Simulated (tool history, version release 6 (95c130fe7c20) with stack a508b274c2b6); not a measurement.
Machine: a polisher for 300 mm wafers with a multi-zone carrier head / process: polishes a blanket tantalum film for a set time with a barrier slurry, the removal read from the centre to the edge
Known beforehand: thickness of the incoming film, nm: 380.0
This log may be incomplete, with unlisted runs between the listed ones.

run	hour	flow of slurry (ml/min)	pressure of the head's centre zone	pressure of the head's middle zone	pressure of the head's edge zone	abrasive content of the slurry	polishing time (s)	film removed at the wafer's centre (angstrom)	film removed at mid-radius (angstrom)	film removed at the wafer's edge (angstrom)
1	0	130	1	1	1	1	66	1041	1086.2	1062.2
2	6.9	125	1	0.97	0.96	0.9	61	916.78	936.43	944.84
3	9.6	125	1	0.97	1.01	0.9	61	932.06	933.22	944.11
4	12.9	125	1	0.97	1.01	0.9	53	795.03	821.38	829.19
5	21.6	125	1	1.05	1.01	0.9	53	793.45	874.2	813.74
6	28.8	120	1.02	1.03	1	0.8	51	738.68	782.75	749.78
7	33.4	115	1.04	1.02	0.99	0.75	51	726	741.21	718.73
8	36.8	110	1.05	1.01	0.98	0.7	51	716.23	713.2	703.86
9	40.9	105	1.06	1.01	0.97	0.65	51	674.18	675.96	659.13

Run 10 comes next. What will it give?
10	42.7	80	1.12	0.96	0.96	0.65	51	?	?	?

film removed at the wafer's centre (angstrom): 653.37
film removed at mid-radius (angstrom): 591.6
film removed at the wafer's edge (angstrom): 615.73
